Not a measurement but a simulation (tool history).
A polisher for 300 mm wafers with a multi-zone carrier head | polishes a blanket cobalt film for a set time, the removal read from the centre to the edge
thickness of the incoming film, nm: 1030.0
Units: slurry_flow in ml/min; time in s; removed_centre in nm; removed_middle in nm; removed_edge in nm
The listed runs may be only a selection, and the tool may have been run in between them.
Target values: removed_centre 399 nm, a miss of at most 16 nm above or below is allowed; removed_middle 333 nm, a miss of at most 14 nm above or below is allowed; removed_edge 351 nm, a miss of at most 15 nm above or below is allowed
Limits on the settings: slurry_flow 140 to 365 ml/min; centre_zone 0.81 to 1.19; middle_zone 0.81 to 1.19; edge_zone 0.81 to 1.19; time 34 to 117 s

| run | hour | slurry_flow | centre_zone | middle_zone | edge_zone | time | removed_centre | removed_middle | removed_edge |
|---|---|---|---|---|---|---|---|---|---|
| 1 | 0 | 235 | 1 | 1 | 1 | 75 | 277.13 | 273.97 | 264.75 |
| 2 | 8.5 | 235 | 0.96 | 1 | 1 | 75 | 257.67 | 275.03 | 267.05 |
| 3 | 9.8 | 235 | 0.98 | 1 | 1.02 | 77 | 279.34 | 283.67 | 281.77 |
| 4 | 15.1 | 235 | 0.98 | 0.92 | 1.02 | 77 | 278.05 | 268.16 | 284.85 |
| 5 | 16 | 235 | 0.98 | 0.92 | 1.02 | 93 | 336.03 | 321.92 | 337.69 |
| 6 | 21.4 | 240 | 0.99 | 0.92 | 1.02 | 93 | 332.17 | 327.04 | 345.59 |
| 7 | 24.1 | 240 | 1.01 | 0.92 | 1.02 | 93 | 339.91 | 326.64 | 347.62 |
| 8 | 26.4 | 240 | 1.04 | 0.92 | 1.01 | 93 | 359.05 | 328.8 | 333.89 |
| 9 | 30.9 | 240 | 1.05 | 0.92 | 1.02 | 93 | 363.08 | 329.75 | 338.8 |
| 10 | 36.8 | 240 | 1.06 | 0.92 | 1.03 | 93 | 356.03 | 333.49 | 338.53 |
| 11 | 39.9 | 240 | 1.07 | 0.91 | 1.03 | 94 | 363.74 | 319.21 | 342.06 |

Pick the move, out of 4, that brings all results within their allowed miss; only one does.
| A | 43 | 240 | 1.11 | 0.87 | 1.02 | 98 | ? | ? | ? |
| B | 43 | 190 | 1.08 | 0.88 | 1.05 | 91 | ? | ? | ? |
| C | 43 | 225 | 1 | 0.91 | 1 | 90 | ? | ? | ? |
| D | 43 | 240 | 0.96 | 0.91 | 1.08 | 92 | ? | ? | ? |

| move | removed_centre | removed_middle | removed_edge |
|---|---|---|---|
| A | 397.03 | 337.52 | 360.29 |
| B | 348.89 | 307.84 | 331.44 |
| C | 325.94 | 316.32 | 327.14 |
| D | 322.07 | 325.5 | 344.29 |
A: each result inside its tolerance
B: further off than the last run
C: further off than the last run
D: further off than the last run
Correct choice: A, which meets every target

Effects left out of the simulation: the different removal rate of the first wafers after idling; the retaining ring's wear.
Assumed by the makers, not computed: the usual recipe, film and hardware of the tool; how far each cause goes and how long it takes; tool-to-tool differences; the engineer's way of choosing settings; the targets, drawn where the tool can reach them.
